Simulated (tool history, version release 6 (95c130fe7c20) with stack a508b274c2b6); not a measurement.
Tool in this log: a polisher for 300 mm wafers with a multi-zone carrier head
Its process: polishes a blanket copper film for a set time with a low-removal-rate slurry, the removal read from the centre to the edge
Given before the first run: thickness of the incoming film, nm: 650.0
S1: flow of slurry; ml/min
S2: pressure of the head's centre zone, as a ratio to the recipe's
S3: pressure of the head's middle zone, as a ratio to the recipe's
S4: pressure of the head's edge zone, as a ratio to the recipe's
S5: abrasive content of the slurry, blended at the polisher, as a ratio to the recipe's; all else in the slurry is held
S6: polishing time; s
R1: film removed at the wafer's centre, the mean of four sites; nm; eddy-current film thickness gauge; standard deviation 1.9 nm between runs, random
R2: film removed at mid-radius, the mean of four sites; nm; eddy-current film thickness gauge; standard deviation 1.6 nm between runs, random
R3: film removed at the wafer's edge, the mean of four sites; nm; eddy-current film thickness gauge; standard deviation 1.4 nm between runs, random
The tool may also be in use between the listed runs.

{"run": 1, "hour": 0.0, "S1": 120, "S2": 1, "S3": 1, "S4": 1, "S5": 1, "S6": 48, "R1": 119.81, "R2": 123.58, "R3": 123.38}
{"run": 2, "hour": 6.1, "S1": 130, "S2": 1.03, "S3": 1.02, "S4": 1.02, "S5": 1.1, "S6": 50, "R1": 134.5, "R2": 132.85, "R3": 132.27}
{"run": 3, "hour": 11.3, "S1": 135, "S2": 1.04, "S3": 1.04, "S4": 1.03, "S5": 1.15, "S6": 52, "R1": 145.1, "R2": 143.49, "R3": 141.08}
{"run": 4, "hour": 15.8, "S1": 135, "S2": 1.01, "S3": 1.04, "S4": 1.03, "S5": 1.15, "S6": 52, "R1": 140.03, "R2": 146.15, "R3": 141.76}
{"run": 5, "hour": 22.6, "S1": 140, "S2": 1.03, "S3": 1.06, "S4": 1.05, "S5": 1.2, "S6": 53, "R1": 151.63, "R2": 152.72, "R3": 147.12}
{"run": 6, "hour": 23.8, "S1": 125, "S2": 1.03, "S3": 1.06, "S4": 1.05, "S5": 1.2, "S6": 53, "R1": 144.44, "R2": 148.48, "R3": 143.63}
{"run": 7, "hour": 29.9, "S1": 135, "S2": 1.04, "S3": 1.07, "S4": 1.06, "S5": 1.25, "S6": 54, "R1": 154.5, "R2": 158.7, "R3": 150.78}
{"run": 8, "hour": 38.7, "S1": 140, "S2": 1.05, "S3": 1.07, "S4": 1.07, "S5": 1.3, "S6": 55, "R1": 160.65, "R2": 161.88, "R3": 157.21}
{"run": 9, "hour": 40.8, "S1": 145, "S2": 1.07, "S3": 1.08, "S4": 1.08, "S5": 1.35, "S6": 56, "R1": 170.35, "R2": 167.55, "R3": 163.67}
{"run": 10, "hour": 49.6, "S1": 150, "S2": 1.08, "S3": 1.09, "S4": 1.09, "S5": 1.35, "S6": 57, "R1": 175.4, "R2": 174.37, "R3": 166.19}
{"run": 11, "hour": 50.9, "S1": 155, "S2": 1.09, "S3": 1.1, "S4": 1.1, "S5": 1.35, "S6": 58, "R1": 179.48, "R2": 181.67, "R3": 171.96}
{"run": 12, "hour": 56.3, "S1": 160, "S2": 1.1, "S3": 1.1, "S4": 1.1, "S5": 1.35, "S6": 59, "R1": 186.46, "R2": 185.64, "R3": 176.31}
{"run": 13, "hour": 61.2, "S1": 165, "S2": 1.11, "S3": 1.1, "S4": 1.1, "S5": 1.35, "S6": 60, "R1": 193.46, "R2": 188.94, "R3": 178.31}
{"run": 14, "hour": 66.3, "S1": 165, "S2": 1.12, "S3": 1.11, "S4": 1.11, "S5": 1.35, "S6": 60, "R1": 195.09, "R2": 191.93, "R3": 183.99}
{"run": 15, "hour": 68.0, "S1": 165, "S2": 1.13, "S3": 1.12, "S4": 1.11, "S5": 1.35, "S6": 60, "R1": 196.27, "R2": 192.58, "R3": 181.18}
{"run": 16, "hour": 76.7, "S1": 165, "S2": 1.14, "S3": 1.12, "S4": 1.11, "S5": 1.35, "S6": 60, "R1": 196.69, "R2": 190.14, "R3": 181.69}
{"run": 17, "hour": 81.2, "S1": 165, "S2": 1.15, "S3": 1.12, "S4": 1.11, "S5": 1.35, "S6": 60, "R1": 199.98, "R2": 192.42, "R3": 180.9}
{"run": 18, "hour": 84.1, "S1": 165, "S2": 1.16, "S3": 1.12, "S4": 1.12, "S5": 1.35, "S6": 60, "R1": 202.39, "R2": 191.78, "R3": 179.94}

Run 19, settings as shown, results not yet in. Your forecast:
{"run": 19, "hour": 86.0, "S1": 165, "S2": 1.16, "S3": 1.12, "S4": 1.13, "S5": 1.35, "S6": 60, "R1": "?", "R2": "?", "R3": "?"}

Run 19 yielded R1 204.59 nm, R2 193.19 nm, R3 181.04 nm.

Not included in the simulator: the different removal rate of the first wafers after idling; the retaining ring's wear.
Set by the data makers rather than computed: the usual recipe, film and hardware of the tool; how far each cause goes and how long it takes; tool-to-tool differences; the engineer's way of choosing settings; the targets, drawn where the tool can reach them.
